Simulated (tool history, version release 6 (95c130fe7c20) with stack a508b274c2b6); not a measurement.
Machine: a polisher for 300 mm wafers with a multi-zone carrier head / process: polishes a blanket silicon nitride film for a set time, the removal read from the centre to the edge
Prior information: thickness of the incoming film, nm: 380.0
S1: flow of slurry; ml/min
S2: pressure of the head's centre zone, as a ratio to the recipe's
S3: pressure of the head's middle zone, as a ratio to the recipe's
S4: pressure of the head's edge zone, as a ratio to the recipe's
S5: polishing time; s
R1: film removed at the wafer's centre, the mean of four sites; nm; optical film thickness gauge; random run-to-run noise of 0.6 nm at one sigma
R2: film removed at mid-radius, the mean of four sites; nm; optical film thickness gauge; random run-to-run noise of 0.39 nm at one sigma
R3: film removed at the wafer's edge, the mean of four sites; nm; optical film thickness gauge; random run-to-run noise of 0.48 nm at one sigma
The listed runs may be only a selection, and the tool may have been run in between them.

run,hour,S1,S2,S3,S4,S5,R1,R2,R3
1,0.0,200,1.00,1.00,1.00,63,77.099,76.117,74.828
2,8.7,190,1.00,0.97,0.99,62,75.418,72.401,73.654
3,12.5,185,1.00,0.95,0.97,61,74.614,69.629,71.179
4,14.3,180,1.00,0.93,0.96,61,73.629,68.233,71.763
5,19.7,220,1.00,0.93,0.96,61,75.099,70.354,72.331
6,22.0,255,1.00,0.93,0.96,61,78.205,71.188,73.571
7,27.0,245,1.00,0.91,0.95,60,75.534,68.619,72.233

Forecast run 8:
8,30.3,190,1.08,0.81,0.85,57,?,?,?

For run 8 the tool returned R1 72.097 nm, R2 57.951 nm, R3 63.611 nm.
